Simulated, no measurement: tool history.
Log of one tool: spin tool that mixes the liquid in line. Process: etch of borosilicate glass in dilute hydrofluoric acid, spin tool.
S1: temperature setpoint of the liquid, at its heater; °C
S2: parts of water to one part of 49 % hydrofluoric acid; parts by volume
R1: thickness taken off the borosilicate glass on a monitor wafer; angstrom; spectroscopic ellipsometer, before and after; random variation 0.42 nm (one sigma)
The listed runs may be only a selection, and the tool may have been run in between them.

Run 1, hour 0.0: S1 21.0 °C, S2 185 parts by volume, time under the liquid (s) 285. Result: R1 594.93 angstrom.
Run 2, hour 5.5: S1 20.0 °C, S2 185 parts by volume, time under the liquid (s) 285. Result: R1 557.22 angstrom.
Run 3, hour 7.0: S1 18.5 °C, S2 185 parts by volume, time under the liquid (s) 285. Result: R1 526.53 angstrom.
Run 4, hour 10.4: S1 17.0 °C, S2 185 parts by volume, time under the liquid (s) 285. Result: R1 498.85 angstrom.
Run 5, hour 14.2: S1 19.5 °C, S2 185 parts by volume, time under the liquid (s) 285. Result: R1 553.99 angstrom.
At hour 20.8: hydrofluoric acid flow meter replaced.
Run 6, hour 20.8: S1 19.5 °C, S2 185 parts by volume, time under the liquid (s) 310. Result: R1 531.49 angstrom.
Run 7, hour 27.4: S1 19.5 °C, S2 185 parts by volume, time under the liquid (s) 310. Result: R1 532.13 angstrom.
Run 8, hour 29.4: S1 21.0 °C, S2 185 parts by volume, time under the liquid (s) 310. Result: R1 563.96 angstrom.

The next listed run, before its measurement:
Run 9, hour 37.6: S1 22.5 °C, S2 185 parts by volume, time under the liquid (s) 310. Result: R1 ?.

For run 9 the tool returned R1 592.95 angstrom.
